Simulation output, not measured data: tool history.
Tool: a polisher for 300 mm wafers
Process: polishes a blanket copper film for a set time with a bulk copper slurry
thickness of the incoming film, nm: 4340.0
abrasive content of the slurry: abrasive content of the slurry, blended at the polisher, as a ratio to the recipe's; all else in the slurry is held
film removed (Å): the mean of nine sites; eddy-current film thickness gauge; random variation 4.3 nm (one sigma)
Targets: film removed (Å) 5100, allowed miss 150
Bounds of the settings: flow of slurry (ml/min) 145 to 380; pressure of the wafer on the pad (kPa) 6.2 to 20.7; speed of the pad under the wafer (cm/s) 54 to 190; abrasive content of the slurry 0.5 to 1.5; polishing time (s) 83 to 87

run	hour	flow of slurry (ml/min)	pressure of the wafer on the pad (kPa)	speed of the pad under the wafer (cm/s)	abrasive content of the slurry	polishing time (s)	film removed (Å)
1	0	245	13.1	122	1	83	7406.5
2	4.3	245	13.1	122	0.9	83	7315.4
3	11.9	305	13.1	122	0.9	83	7498.1
4	15.6	305	13.1	122	1.1	83	7837.1
5	19.6	300	11.7	122	1.1	83	7119.8
6	25.8	300	11.7	122	0.9	83	6793.5
7	28.6	295	11	122	0.9	83	6421.5
8	33.9	290	10.3	122	0.9	83	5921.1
9	40.5	280	10.3	122	0.9	83	5964.3
10	49.4	275	9.7	122	0.9	83	5550.4
11	57.8	265	9.7	122	0.9	83	5542.8
12	62.2	260	8.3	122	0.9	83	4809.9

Which of these 5 next moves meets every target?
A	66.6	275	10.3	100	0.95	85	?
B	66.6	170	6.9	146	0.85	83	?
C	66.6	245	9.7	100	1	83	?
D	66.6	255	9	112	0.7	83	?
E	66.6	270	7.6	126	0.9	83	?

move	film removed (Å)
A	5095
B	4469.5
C	4640.2
D	4546.2
E	4570.8
A: meets every target
B: further off than the last run
C: further off than the last run
D: further off than the last run
E: further off than the last run
Move A is the one to make.
